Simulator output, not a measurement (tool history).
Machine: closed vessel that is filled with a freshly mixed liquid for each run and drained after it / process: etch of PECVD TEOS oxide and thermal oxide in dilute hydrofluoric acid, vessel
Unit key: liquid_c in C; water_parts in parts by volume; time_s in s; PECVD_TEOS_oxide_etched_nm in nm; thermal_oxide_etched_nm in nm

run,hour,liquid_c,water_parts,time_s,PECVD_TEOS_oxide_etched_nm,thermal_oxide_etched_nm
1,0,20,205,175,11.848,2.705
2,2.6,20,230,175,10.427,2.3744
3,7.9,19.5,240,175,9.6584,2.2217
4,16.5,19.5,210,175,11.378,2.6303
5,18.7,19.5,210,125,8.0236,1.8765
6,22.7,19.5,150,125,12.009,2.8057
7,31.9,19,165,125,10.421,2.4489
8,36.6,19,175,125,9.8478,2.2801
9,41.1,19,185,125,9.1548,2.1536
10,43.9,19,195,125,8.6263,1.9893

For run 11, what comes out?
11,47.6,19,200,125,?,?

{"run 11": {"PECVD_TEOS_oxide_etched_nm": 8.3839, "thermal_oxide_etched_nm": 1.9103}}

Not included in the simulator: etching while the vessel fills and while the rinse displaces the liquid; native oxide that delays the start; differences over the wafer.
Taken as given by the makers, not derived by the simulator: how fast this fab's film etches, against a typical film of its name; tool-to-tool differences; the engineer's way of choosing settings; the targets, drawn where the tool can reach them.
